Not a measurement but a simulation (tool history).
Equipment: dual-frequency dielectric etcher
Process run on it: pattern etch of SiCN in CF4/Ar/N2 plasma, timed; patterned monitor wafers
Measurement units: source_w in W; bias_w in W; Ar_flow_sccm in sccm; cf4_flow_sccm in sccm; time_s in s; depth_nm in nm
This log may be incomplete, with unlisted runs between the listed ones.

Run 1, hour 0: source_w 320 W, bias_w 97 W, Ar_flow_sccm 83 sccm, cf4_flow_sccm 61 sccm, time_s 67.5 s. Result: depth_nm 54.434 nm.
Run 2, hour 1.1: source_w 320 W, bias_w 110 W, Ar_flow_sccm 83 sccm, cf4_flow_sccm 61 sccm, time_s 67.5 s. Result: depth_nm 56.522 nm.
Run 3, hour 2.3: source_w 340 W, bias_w 110 W, Ar_flow_sccm 83 sccm, cf4_flow_sccm 61 sccm, time_s 67.5 s. Result: depth_nm 59.042 nm.
Run 4, hour 9.8: source_w 340 W, bias_w 125 W, Ar_flow_sccm 83 sccm, cf4_flow_sccm 61 sccm, time_s 67.5 s. Result: depth_nm 61.239 nm.
Run 5, hour 16.7: source_w 340 W, bias_w 125 W, Ar_flow_sccm 83 sccm, cf4_flow_sccm 56 sccm, time_s 67.5 s. Result: depth_nm 60.656 nm.
Run 6, hour 25.5: source_w 350 W, bias_w 125 W, Ar_flow_sccm 83 sccm, cf4_flow_sccm 56 sccm, time_s 67.5 s. Result: depth_nm 61.983 nm.

The next listed run, before its measurement:
Run 7, hour 33.1: source_w 360 W, bias_w 125 W, Ar_flow_sccm 83 sccm, cf4_flow_sccm 56 sccm, time_s 67.5 s. Result: depth_nm ?.

{"run 7": {"depth_nm": 63.424}}
